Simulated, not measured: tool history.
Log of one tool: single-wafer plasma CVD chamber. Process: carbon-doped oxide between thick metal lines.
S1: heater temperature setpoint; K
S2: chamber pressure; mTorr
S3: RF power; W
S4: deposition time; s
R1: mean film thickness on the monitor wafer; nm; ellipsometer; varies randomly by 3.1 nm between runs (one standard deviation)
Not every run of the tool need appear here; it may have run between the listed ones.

run  hour      S1    S2   S3   S4      R1
  1   0.0  633.15  3590  615  146  840.90
  2   6.3  639.15  3590  615  146  836.58
  3  10.3  639.15  3870  615  146  841.40
  4  18.3  639.15  3870  615  146  841.30
  5  21.4  639.15  3850  590  145  801.45
  6  26.9  639.15  3840  580  145  796.75
  7  34.5  641.15  3490  500  143  683.86

For run 8, what comes out?
  8  38.1  640.15  3590  505  143   ?

{"run 8": {"R1": 697.58}}

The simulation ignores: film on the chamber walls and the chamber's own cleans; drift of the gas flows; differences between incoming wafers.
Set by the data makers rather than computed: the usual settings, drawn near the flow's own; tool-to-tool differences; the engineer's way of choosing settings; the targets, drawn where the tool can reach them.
